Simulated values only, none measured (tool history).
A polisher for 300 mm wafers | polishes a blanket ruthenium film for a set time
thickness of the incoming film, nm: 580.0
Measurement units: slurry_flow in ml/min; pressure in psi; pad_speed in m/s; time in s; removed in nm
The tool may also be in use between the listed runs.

run    day  slurry_flow  pressure  pad_speed  time  removed
  1  0.000          130       1.8       0.98    53   47.204
  2  0.267          135       1.9       0.98    53   50.836
  3  0.354          160       1.9       0.98    53   51.712
  4  0.567          160       2.0       0.98    53   54.930
  5  0.929          160       2.1       0.98    53   57.313
  6  1.267          160       2.2       0.98    53   60.064

Run 7, settings as shown, results not yet in. Your forecast:
  7  1.292          160       2.2       0.98    53        ?

Run 7 measured removed 61.299 nm.
